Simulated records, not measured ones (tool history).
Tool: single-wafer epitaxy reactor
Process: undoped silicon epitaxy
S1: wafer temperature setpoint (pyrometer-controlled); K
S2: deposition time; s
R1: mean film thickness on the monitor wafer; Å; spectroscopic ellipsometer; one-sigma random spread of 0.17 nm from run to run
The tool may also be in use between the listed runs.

Run 1, hour 0.0: S1 908.15 K, S2 373 s. Result: R1 463.41 Å.
Run 2, hour 1.9: S1 910.15 K, S2 373 s. Result: R1 482.89 Å.
Run 3, hour 6.3: S1 902.15 K, S2 373 s. Result: R1 411.33 Å.
Run 4, hour 12.4: S1 906.15 K, S2 374 s. Result: R1 444.62 Å.
Run 5, hour 20.6: S1 900.15 K, S2 374 s. Result: R1 395.79 Å.
Run 6, hour 29.3: S1 894.15 K, S2 374 s. Result: R1 350.53 Å.
Run 7, hour 36.6: S1 899.15 K, S2 375 s. Result: R1 389.15 Å.
Run 8, hour 41.9: S1 903.15 K, S2 376 s. Result: R1 420.18 Å.
Run 9, hour 47.3: S1 907.15 K, S2 377 s. Result: R1 458.03 Å.
Run 10, hour 51.4: S1 919.15 K, S2 379 s. Result: R1 581.21 Å.

The next listed run, before its measurement:
Run 11, hour 60.1: S1 920.15 K, S2 379 s. Result: R1 ?.

Logged for run 11: R1 596.17 Å.
